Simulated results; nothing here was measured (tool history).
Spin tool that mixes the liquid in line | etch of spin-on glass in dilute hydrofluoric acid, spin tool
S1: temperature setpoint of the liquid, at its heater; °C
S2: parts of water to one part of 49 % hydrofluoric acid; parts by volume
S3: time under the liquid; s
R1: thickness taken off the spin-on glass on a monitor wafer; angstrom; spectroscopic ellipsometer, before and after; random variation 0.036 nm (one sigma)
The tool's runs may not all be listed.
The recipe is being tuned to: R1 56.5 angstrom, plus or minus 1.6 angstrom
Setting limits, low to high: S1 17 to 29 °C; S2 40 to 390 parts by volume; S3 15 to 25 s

run  hour    S1   S2  S3      R1
  1     0    21  215  25  46.757
  2   2.7    21  275  25  34.889
  3    10    21  205  25   50.05
  4  16.9  21.5  205  25  50.837
  5  22.8  21.5  145  25  76.344
  6  29.8    21  145  25  75.305
  7  32.4    17  180  25  49.996
  8  38.2  17.5  180  25  50.481
  9  41.3    21  175  25  60.097

Below are 5 possible settings for the next run. Only one of them brings all results inside the allowed miss of their targets. Which is it?
  A  44.4    22  180  25   ?
  B  44.4    20  155  25   ?
  C  44.4    23  180  25   ?
  D  44.4  17.5  110  15   ?
  E  44.4  21.5  155  20   ?

move      R1
   A  60.289
   B  66.474
   C  62.628
   D  53.181
   E  56.415
A: lands further from the targets than the last run did
B: lands further from the targets than the last run did
C: lands further from the targets than the last run did
D: moves the result that the last run missed by most past its target, out the other side
E: every result lands within tolerance
The move that meets every target is E.
